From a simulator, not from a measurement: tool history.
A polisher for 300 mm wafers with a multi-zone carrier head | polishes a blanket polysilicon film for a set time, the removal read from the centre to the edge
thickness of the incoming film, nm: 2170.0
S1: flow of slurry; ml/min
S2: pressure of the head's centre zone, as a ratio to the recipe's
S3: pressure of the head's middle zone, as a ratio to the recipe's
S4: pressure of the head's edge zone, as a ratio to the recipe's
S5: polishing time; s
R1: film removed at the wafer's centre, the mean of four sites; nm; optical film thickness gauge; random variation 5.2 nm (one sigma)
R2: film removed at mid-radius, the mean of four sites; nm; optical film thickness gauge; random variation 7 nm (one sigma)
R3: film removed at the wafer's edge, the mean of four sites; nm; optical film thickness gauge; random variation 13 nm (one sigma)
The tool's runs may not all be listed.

run,hour,S1,S2,S3,S4,S5,R1,R2,R3
1,0,295,1,1,1,84,778.48,774,733.81
2,6.9,330,1,1,1,84,784.06,787.65,726.48
3,10.5,315,0.98,1.04,1.04,87,794.39,832.5,776.99
4,17.6,315,0.98,0.96,1.04,87,789.13,786.08,756.18
5,23.8,320,0.96,1.01,1.06,89,799.1,833.82,794.55
6,31.8,255,0.96,1.01,1.06,89,772.94,818.3,800.17
7,37.5,265,0.95,1.05,1.07,91,783.32,867.68,803.28
8,41.7,255,0.94,1.07,1.1,93,789.95,892.5,832.08
9,42.3,255,0.93,1.09,1.12,95,798.35,926.45,852.21
10,49.1,250,0.92,1.1,1.13,97,807.37,961.67,876.36
11,55.4,250,0.91,1.11,1.14,98,805.15,968.2,881.19
12,60.6,245,0.91,1.12,1.15,99,809.02,985.33,893.22
13,61.8,245,0.91,1.13,1.16,100,824.15,1006.7,923.68
14,64.3,245,0.91,1.14,1.16,100,822.79,1016.6,903.24
15,73.3,245,0.91,1.14,1.17,100,807.19,1017.9,940.19

The next listed run, before its measurement:
16,79.8,250,0.91,1.14,1.17,100,?,?,?

Run 16 gave R1 820.43 nm, R2 1009.9 nm, R3 928.63 nm.

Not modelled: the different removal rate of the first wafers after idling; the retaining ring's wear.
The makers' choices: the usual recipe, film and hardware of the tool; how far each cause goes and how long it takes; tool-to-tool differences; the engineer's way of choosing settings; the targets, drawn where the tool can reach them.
